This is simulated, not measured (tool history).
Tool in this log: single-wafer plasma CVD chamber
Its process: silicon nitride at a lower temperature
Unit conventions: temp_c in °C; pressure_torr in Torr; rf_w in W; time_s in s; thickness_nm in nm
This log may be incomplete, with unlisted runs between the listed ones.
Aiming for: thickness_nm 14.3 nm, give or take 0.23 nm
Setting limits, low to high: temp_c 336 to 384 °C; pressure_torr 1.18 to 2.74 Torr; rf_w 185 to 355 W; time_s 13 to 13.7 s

| run | hour | temp_c | pressure_torr | rf_w | time_s | thickness_nm |
|---|---|---|---|---|---|---|
| 1 | 0 | 360 | 1.96 | 270 | 13.7 | 16.464 |
| 2 | 1.4 | 360 | 1.77 | 270 | 13.7 | 15.731 |
| 3 | 4.5 | 360 | 1.77 | 255 | 13.7 | 15.257 |
| 4 | 10.1 | 360 | 1.77 | 255 | 13.7 | 15.216 |
| 5 | 17.9 | 360 | 2.11 | 255 | 13.7 | 16.316 |
| 6 | 24.2 | 360 | 2.11 | 280 | 13.7 | 17.233 |
| 7 | 31 | 360 | 1.93 | 275 | 13.7 | 16.543 |
| 8 | 38.4 | 360 | 1.78 | 275 | 13.7 | 15.83 |
| 9 | 44.1 | 360 | 1.69 | 275 | 13.7 | 15.552 |
| 10 | 47.2 | 360 | 1.62 | 275 | 13.7 | 15.255 |
| 11 | 47.9 | 360 | 1.57 | 275 | 13.7 | 14.974 |
| 12 | 48.6 | 360 | 1.53 | 275 | 13.7 | 14.763 |
| 13 | 54.4 | 360 | 1.51 | 275 | 13.7 | 14.718 |
| 14 | 62.7 | 360 | 1.49 | 275 | 13.7 | 14.561 |
| 15 | 68.9 | 360 | 1.48 | 275 | 13.7 | 14.525 |
| 16 | 70 | 360 | 1.37 | 275 | 13.7 | 13.966 |

5 next moves are on the table. One of them brings every result within its allowed miss. Which?
| A | 71.1 | 370 | 1.67 | 205 | 13.7 | ? |
| B | 71.1 | 359 | 1.48 | 285 | 13.2 | ? |
| C | 71.1 | 357 | 1.27 | 295 | 13.3 | ? |
| D | 71.1 | 360 | 1.33 | 270 | 13.7 | ? |
| E | 71.1 | 360 | 1.37 | 265 | 13.5 | ? |

| move | thickness_nm |
|---|---|
| A | 13.179 |
| B | 14.278 |
| C | 13.401 |
| D | 13.551 |
| E | 13.457 |
A: misses by more than the last run did
B: every result within its allowed miss
C: misses by more than the last run did
D: misses by more than the last run did
E: misses by more than the last run did
The move that meets every target is B.
